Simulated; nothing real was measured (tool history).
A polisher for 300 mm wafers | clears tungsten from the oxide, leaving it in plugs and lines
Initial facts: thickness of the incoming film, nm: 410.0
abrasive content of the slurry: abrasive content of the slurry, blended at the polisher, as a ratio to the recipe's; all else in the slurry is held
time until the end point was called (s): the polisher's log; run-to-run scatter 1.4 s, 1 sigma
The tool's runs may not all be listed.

run  hour  flow of slurry (ml/min)  pressure of the wafer on the pad (kPa)  speed of the pad under the wafer (m/s)  abrasive content of the slurry  overpolish time after the end point (s)  time until the end point was called (s)
  1     0                      235                                    23.4                                    1.12                               1                                       11                                   93.993
  2   5.9                      235                                    21.4                                    1.12                               1                                       11                                   99.894
  3  10.8                      205                                    21.4                                    1.12                               1                                       11                                   102.08
  4  16.5                      205                                    19.3                                    1.12                               1                                       11                                   109.85
  5  20.1                      205                                    17.2                                    1.12                               1                                       11                                   120.05
  6  23.2                      205                                    15.9                                    1.12                               1                                       11                                   128.28
  7  24.9                      205                                    15.2                                    1.12                               1                                       11                                    132.5
  8  30.7                      205                                    14.5                                    1.12                               1                                       11                                   138.35
  9    39                      205                                    13.8                                    1.12                               1                                       11                                   141.49

Predict the results of run 10:
 10  44.5                      205                                    13.1                                    1.12                               1                                       11                                        ?

{"run 10": {"time until the end point was called (s)": 150.77}}

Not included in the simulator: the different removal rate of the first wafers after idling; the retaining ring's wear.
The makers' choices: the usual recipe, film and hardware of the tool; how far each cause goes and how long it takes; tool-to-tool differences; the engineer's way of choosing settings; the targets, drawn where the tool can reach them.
